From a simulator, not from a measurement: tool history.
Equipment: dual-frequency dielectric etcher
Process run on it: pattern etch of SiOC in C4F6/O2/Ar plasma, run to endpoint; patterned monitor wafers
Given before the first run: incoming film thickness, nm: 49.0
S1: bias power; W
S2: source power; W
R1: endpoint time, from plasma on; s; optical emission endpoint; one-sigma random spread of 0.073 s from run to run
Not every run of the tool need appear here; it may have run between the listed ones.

Run 1, hour 0.0: S1 439 W, S2 430 W. Result: R1 17.268 s.
Run 2, hour 4.3: S1 439 W, S2 490 W. Result: R1 16.670 s.
Run 3, hour 8.6: S1 406 W, S2 470 W. Result: R1 17.311 s.
Run 4, hour 11.4: S1 380 W, S2 460 W. Result: R1 17.732 s.
Run 5, hour 19.5: S1 359 W, S2 450 W. Result: R1 18.159 s.
Run 6, hour 21.3: S1 342 W, S2 440 W. Result: R1 18.510 s.
Run 7, hour 26.8: S1 329 W, S2 430 W. Result: R1 18.847 s.

Expected results for the next run?
Run 8, hour 30.8: S1 320 W, S2 430 W. Result: R1 ?.

{"run 8": {"R1": 19.063}}

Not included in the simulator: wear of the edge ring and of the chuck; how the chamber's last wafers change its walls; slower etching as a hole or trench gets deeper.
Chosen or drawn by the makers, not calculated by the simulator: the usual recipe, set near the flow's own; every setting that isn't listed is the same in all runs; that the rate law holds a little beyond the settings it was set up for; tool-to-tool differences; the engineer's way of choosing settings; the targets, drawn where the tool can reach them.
